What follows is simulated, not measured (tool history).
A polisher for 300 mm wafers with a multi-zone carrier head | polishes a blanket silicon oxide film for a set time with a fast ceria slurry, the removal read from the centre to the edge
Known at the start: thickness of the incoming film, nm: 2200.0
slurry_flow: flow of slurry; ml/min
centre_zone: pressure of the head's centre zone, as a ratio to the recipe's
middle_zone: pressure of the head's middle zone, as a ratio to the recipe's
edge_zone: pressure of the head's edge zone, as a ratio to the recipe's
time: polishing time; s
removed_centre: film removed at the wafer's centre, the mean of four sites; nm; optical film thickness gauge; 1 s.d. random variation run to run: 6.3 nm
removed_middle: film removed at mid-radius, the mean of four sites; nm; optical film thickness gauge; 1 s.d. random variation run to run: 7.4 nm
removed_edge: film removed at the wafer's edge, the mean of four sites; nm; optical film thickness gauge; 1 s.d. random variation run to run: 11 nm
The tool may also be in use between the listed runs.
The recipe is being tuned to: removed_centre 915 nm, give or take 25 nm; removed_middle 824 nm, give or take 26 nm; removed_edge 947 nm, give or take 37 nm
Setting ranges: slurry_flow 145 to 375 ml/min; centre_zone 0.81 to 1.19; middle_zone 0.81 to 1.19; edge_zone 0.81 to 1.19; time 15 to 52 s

{"run": 1, "hour": 0.0, "slurry_flow": 240, "centre_zone": 1, "middle_zone": 1, "edge_zone": 1, "time": 33, "removed_centre": 734.76, "removed_middle": 700.44, "removed_edge": 739.59}
{"run": 2, "hour": 0.9, "slurry_flow": 245, "centre_zone": 1.01, "middle_zone": 1, "edge_zone": 1.03, "time": 34, "removed_centre": 768.19, "removed_middle": 736.05, "removed_edge": 768.95}
{"run": 3, "hour": 4.5, "slurry_flow": 295, "centre_zone": 1.01, "middle_zone": 1, "edge_zone": 1.03, "time": 34, "removed_centre": 784.61, "removed_middle": 756.97, "removed_edge": 783.12}
{"run": 4, "hour": 5.3, "slurry_flow": 295, "centre_zone": 1.01, "middle_zone": 1, "edge_zone": 1.03, "time": 42, "removed_centre": 981.05, "removed_middle": 930.27, "removed_edge": 989.88}
{"run": 5, "hour": 13.7, "slurry_flow": 295, "centre_zone": 1.01, "middle_zone": 0.94, "edge_zone": 1.03, "time": 42, "removed_centre": 974.43, "removed_middle": 875.76, "removed_edge": 968.45}
{"run": 6, "hour": 15.6, "slurry_flow": 325, "centre_zone": 1.01, "middle_zone": 0.94, "edge_zone": 1.03, "time": 42, "removed_centre": 982.56, "removed_middle": 894.17, "removed_edge": 962.33}
{"run": 7, "hour": 21.7, "slurry_flow": 315, "centre_zone": 1, "middle_zone": 0.93, "edge_zone": 1.03, "time": 42, "removed_centre": 963.81, "removed_middle": 884.21, "removed_edge": 976.81}
{"run": 8, "hour": 29.1, "slurry_flow": 305, "centre_zone": 1, "middle_zone": 0.92, "edge_zone": 1.02, "time": 42, "removed_centre": 969.79, "removed_middle": 871.28, "removed_edge": 959.06}

Below are 5 possible settings for the next run. Only one of them brings all results inside the allowed miss of their targets. Which is it?
{"run": "A", "hour": 36.5, "slurry_flow": 315, "centre_zone": 0.95, "middle_zone": 0.87, "edge_zone": 1.01, "time": 41, "removed_centre": "?", "removed_middle": "?", "removed_edge": "?"}
{"run": "B", "hour": 36.5, "slurry_flow": 295, "centre_zone": 1.09, "middle_zone": 0.84, "edge_zone": 0.97, "time": 43, "removed_centre": "?", "removed_middle": "?", "removed_edge": "?"}
{"run": "C", "hour": 36.5, "slurry_flow": 295, "centre_zone": 1.07, "middle_zone": 0.97, "edge_zone": 0.97, "time": 44, "removed_centre": "?", "removed_middle": "?", "removed_edge": "?"}
{"run": "D", "hour": 36.5, "slurry_flow": 295, "centre_zone": 1.05, "middle_zone": 0.91, "edge_zone": 1.01, "time": 42, "removed_centre": "?", "removed_middle": "?", "removed_edge": "?"}
{"run": "E", "hour": 36.5, "slurry_flow": 365, "centre_zone": 0.9, "middle_zone": 1.06, "edge_zone": 1, "time": 40, "removed_centre": "?", "removed_middle": "?", "removed_edge": "?"}

move=A removed_centre=911.14 removed_middle=828.74 removed_edge=944.27
move=B removed_centre=1053.3 removed_middle=839.64 removed_edge=966.68
move=C removed_centre=1063.4 removed_middle=962.65 removed_edge=987.53
move=D removed_centre=999.99 removed_middle=873.35 removed_edge=961.87
move=E removed_centre=867.47 removed_middle=959.82 removed_edge=924.03
A: hits every target within its allowed miss
B: further off than the last run
C: further off than the last run
D: further off than the last run
E: carries the result that was furthest off beyond its target, to the other side
Correct choice: A, which meets every target
